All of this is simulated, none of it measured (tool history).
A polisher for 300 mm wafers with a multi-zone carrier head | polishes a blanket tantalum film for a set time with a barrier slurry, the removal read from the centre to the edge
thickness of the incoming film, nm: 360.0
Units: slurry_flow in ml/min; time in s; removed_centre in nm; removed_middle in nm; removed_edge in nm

run 1 day=0.000 | slurry_flow=175 centre_zone=1.00 middle_zone=1.00 edge_zone=1.00 slurry_solids=1.00 time=70 | removed_centre=130.42 removed_middle=126.77 removed_edge=126.65
run 2 day=0.025 | slurry_flow=175 centre_zone=0.99 middle_zone=1.00 edge_zone=0.98 slurry_solids=0.95 time=69 | removed_centre=124.54 removed_middle=121.98 removed_edge=122.91
run 3 day=0.362 | slurry_flow=175 centre_zone=0.99 middle_zone=1.01 edge_zone=0.97 slurry_solids=0.90 time=68 | removed_centre=120.30 removed_middle=118.30 removed_edge=119.66
run 4 day=0.646 | slurry_flow=175 centre_zone=0.99 middle_zone=1.01 edge_zone=0.97 slurry_solids=0.90 time=77 | removed_centre=136.35 removed_middle=137.66 removed_edge=130.98
run 5 day=0.712 | slurry_flow=175 centre_zone=0.99 middle_zone=1.09 edge_zone=0.97 slurry_solids=0.90 time=77 | removed_centre=137.50 removed_middle=144.78 removed_edge=137.14
run 6 day=0.979 | slurry_flow=150 centre_zone=0.99 middle_zone=1.09 edge_zone=0.97 slurry_solids=0.90 time=77 | removed_centre=132.67 removed_middle=142.25 removed_edge=133.86

Run 7 comes next. What will it give?
run 7 day=1.025 | slurry_flow=145 centre_zone=0.99 middle_zone=1.09 edge_zone=0.95 slurry_solids=0.85 time=75 | removed_centre=? removed_middle=? removed_edge=?

removed_centre: 124.96 nm
removed_middle: 137.45 nm
removed_edge: 125.68 nm
